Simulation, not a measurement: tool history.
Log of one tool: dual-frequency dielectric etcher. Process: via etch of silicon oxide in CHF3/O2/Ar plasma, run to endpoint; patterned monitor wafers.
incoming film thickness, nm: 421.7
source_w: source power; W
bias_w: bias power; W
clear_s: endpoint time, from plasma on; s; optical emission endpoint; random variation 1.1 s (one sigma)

run,hour,source_w,bias_w,clear_s
1,0,600,136,216.95
2,3.5,660,136,212.04
3,6.5,620,136,214.47
4,15.5,620,114,231.42
5,16.5,620,138,213.46
6,19.3,620,146,208.7
7,25.2,500,134,232.24

Forecast run 8:
8,33.8,490,133,?

Run 8 gave clear_s 233.94 s.
